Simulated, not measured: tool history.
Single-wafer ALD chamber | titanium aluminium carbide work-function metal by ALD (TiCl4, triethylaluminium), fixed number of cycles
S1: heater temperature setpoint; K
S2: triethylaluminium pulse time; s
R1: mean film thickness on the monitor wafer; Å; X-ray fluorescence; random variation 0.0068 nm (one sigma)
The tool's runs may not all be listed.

run 1 hour=0 | S1=563.15 S2=13.24 | R1=17.803
run 2 hour=8.4 | S1=563.15 S2=10.52 | R1=17.327
run 3 hour=12.8 | S1=571.15 S2=10.52 | R1=18.053
run 4 hour=13.4 | S1=571.15 S2=7.28 | R1=15.639
run 5 hour=14.5 | S1=563.15 S2=7.28 | R1=15.029
run 6 hour=19 | S1=573.15 S2=7.28 | R1=15.734
run 7 hour=24.8 | S1=561.15 S2=4.87 | R1=8.6546
run 8 hour=26.5 | S1=565.15 S2=4.88 | R1=8.7688
run 9 hour=34.1 | S1=570.15 S2=4.92 | R1=9.2306

The next listed run, before its measurement:
run 10 hour=41.6 | S1=574.15 S2=5.46 | R1=?

R1: 11.581 Å

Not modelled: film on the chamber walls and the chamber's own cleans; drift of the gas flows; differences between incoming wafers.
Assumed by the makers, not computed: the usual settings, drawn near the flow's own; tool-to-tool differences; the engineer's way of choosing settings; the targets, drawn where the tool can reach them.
